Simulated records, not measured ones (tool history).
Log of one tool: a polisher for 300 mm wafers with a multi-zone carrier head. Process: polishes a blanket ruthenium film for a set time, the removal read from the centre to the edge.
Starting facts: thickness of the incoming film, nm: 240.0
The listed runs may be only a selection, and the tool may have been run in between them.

run,day,flow of slurry (ml/min),pressure of the head's centre zone,pressure of the head's middle zone,pressure of the head's edge zone,polishing time (s),film removed at the wafer's centre (Å),film removed at mid-radius (Å),film removed at the wafer's edge (Å)
1,0,200,1,1,1,62,865.95,839.7,864.41
2,0.229,195,1,0.96,0.96,55,762.6,715.78,751.59
3,0.312,190,1,0.93,0.93,50,691.81,638.93,655.22
4,0.342,190,1.07,0.93,0.93,50,737.19,643.15,679.08
5,0.492,180,1.06,0.9,0.92,47,673.5,578.05,617.22
6,0.775,180,1.06,0.98,0.92,47,681.56,611.02,618.84
7,0.988,165,1.05,0.94,0.91,45,639.67,561.46,591.3
8,1.112,155,1.04,0.92,0.89,44,603.24,540.14,564.86
9,1.342,150,1.05,0.9,0.88,43,598.15,505.82,547.62
10,1.692,145,1.04,0.89,0.87,43,584.27,495.58,556.08
11,1.792,145,1.04,0.89,0.86,42,561.9,487.53,528.33
12,1.971,140,1.04,0.88,0.85,42,565.34,481.07,515.08

Estimate the outcome of run 13 from the log above:
13,2.333,135,1.04,0.87,0.85,42,?,?,?

film removed at the wafer's centre (Å): 559.89
film removed at mid-radius (Å): 468.48
film removed at the wafer's edge (Å): 527.64
